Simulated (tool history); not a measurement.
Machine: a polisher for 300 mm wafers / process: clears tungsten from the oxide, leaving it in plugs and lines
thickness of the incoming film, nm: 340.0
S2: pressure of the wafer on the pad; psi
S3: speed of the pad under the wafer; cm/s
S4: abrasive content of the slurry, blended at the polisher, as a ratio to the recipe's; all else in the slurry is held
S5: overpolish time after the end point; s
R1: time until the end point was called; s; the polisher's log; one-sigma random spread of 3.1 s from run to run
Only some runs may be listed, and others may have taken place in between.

Run 1, hour 0: flow of slurry (ml/min) 195, S2 2.6 psi, S3 114 cm/s, S4 1, S5 8 s. Result: R1 88.469 s.
Run 2, hour 6.5: flow of slurry (ml/min) 195, S2 2.6 psi, S3 114 cm/s, S4 1.15, S5 8 s. Result: R1 86.747 s.
Run 3, hour 13.8: flow of slurry (ml/min) 195, S2 2.6 psi, S3 114 cm/s, S4 1.35, S5 8 s. Result: R1 82.859 s.
Run 4, hour 21.7: flow of slurry (ml/min) 195, S2 2.3 psi, S3 110 cm/s, S4 1.35, S5 8 s. Result: R1 90.687 s.
Run 5, hour 24: flow of slurry (ml/min) 195, S2 2.1 psi, S3 102 cm/s, S4 1.35, S5 8 s. Result: R1 109.68 s.
Run 6, hour 30.5: flow of slurry (ml/min) 195, S2 2.1 psi, S3 126 cm/s, S4 1.35, S5 8 s. Result: R1 95.054 s.

What does the tool deliver on the next run?
Run 7, hour 35.7: flow of slurry (ml/min) 195, S2 1.9 psi, S3 122 cm/s, S4 1.35, S5 8 s. Result: R1 ?.

R1: 107.46 s
